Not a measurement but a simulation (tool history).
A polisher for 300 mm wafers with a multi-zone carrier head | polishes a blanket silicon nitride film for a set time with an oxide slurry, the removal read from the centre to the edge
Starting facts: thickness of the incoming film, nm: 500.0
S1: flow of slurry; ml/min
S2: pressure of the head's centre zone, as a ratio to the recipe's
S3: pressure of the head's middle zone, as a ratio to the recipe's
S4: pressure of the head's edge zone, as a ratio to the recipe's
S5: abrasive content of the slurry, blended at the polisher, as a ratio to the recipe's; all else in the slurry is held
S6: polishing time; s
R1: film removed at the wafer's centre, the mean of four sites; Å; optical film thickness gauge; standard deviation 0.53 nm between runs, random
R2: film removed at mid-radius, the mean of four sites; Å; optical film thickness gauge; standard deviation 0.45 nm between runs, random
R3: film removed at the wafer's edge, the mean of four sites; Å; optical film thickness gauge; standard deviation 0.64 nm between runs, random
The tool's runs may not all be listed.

Run 1, hour 0: S1 155 ml/min, S2 1, S3 1, S4 1, S5 1, S6 89 s. Result: R1 456.1 Å, R2 454.05 Å, R3 449.64 Å.
Run 2, hour 7: S1 170 ml/min, S2 1.01, S3 1.02, S4 1.04, S5 1.05, S6 89 s. Result: R1 474.17 Å, R2 481.8 Å, R3 482.76 Å.
Run 3, hour 7.9: S1 170 ml/min, S2 1.01, S3 1.1, S4 1.04, S5 1.05, S6 89 s. Result: R1 478.51 Å, R2 511.91 Å, R3 467.5 Å.
Run 4, hour 14: S1 185 ml/min, S2 1.02, S3 1.09, S4 1.07, S5 1.1, S6 89 s. Result: R1 504.96 Å, R2 522.94 Å, R3 486.25 Å.
Run 5, hour 21: S1 185 ml/min, S2 1.02, S3 1.09, S4 1.07, S5 1.1, S6 109 s. Result: R1 619.64 Å, R2 633.27 Å, R3 589.03 Å.
Run 6, hour 26.1: S1 170 ml/min, S2 1.01, S3 1.07, S4 1.06, S5 1.1, S6 109 s. Result: R1 593.92 Å, R2 614.76 Å, R3 587.31 Å.

What will run 7 give?
Run 7, hour 31.1: S1 160 ml/min, S2 1.01, S3 1.06, S4 1.05, S5 1.1, S6 109 s. Result: R1 ?, R2 ?, R3 ?.

{"run 7": {"R1": 574.98, "R2": 607.82, "R3": 573.72}}
